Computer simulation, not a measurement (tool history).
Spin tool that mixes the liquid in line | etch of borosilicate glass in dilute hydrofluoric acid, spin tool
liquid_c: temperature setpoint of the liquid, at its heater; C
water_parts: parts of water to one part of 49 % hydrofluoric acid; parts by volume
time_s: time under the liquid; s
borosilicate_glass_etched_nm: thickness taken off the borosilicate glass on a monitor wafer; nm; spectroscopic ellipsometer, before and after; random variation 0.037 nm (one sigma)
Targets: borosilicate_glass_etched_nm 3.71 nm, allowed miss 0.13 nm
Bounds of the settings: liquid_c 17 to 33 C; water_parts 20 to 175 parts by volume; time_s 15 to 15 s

run	hour	liquid_c	water_parts	time_s	borosilicate_glass_etched_nm
1	0	25	95	15	8.2136
2	6.5	25	65	15	12.268
3	7.2	24	75	15	10.224
4	10.7	23	85	15	8.5697
5	13.8	23	85	15	8.4933
6	14.6	25.5	85	15	9.4303
7	15.5	24	95	15	7.9741
8	16.9	23	100	15	7.1625
9	21.4	22	105	15	6.5023
10	26.2	21	110	15	5.9595
# hour 32.8: hydrofluoric acid flow meter replaced
11	32.8	17	145	15	3.3218
12	37.8	17.5	145	15	3.366
13	46.4	18	145	15	3.458
14	48	18.5	145	15	3.5117
15	54.8	19	145	15	3.5759

Which of these 4 next moves meets every target?
A	61.6	19	155	15	?
B	61.6	17.5	145	15	?
C	61.6	21	150	15	?
D	61.6	17	140	15	?

move	borosilicate_glass_etched_nm
A	3.2655
B	3.318
C	3.6725
D	3.3833
A: further off than the last run
B: further off than the last run
C: meets every target
D: further off than the last run
Move C is the one to make.
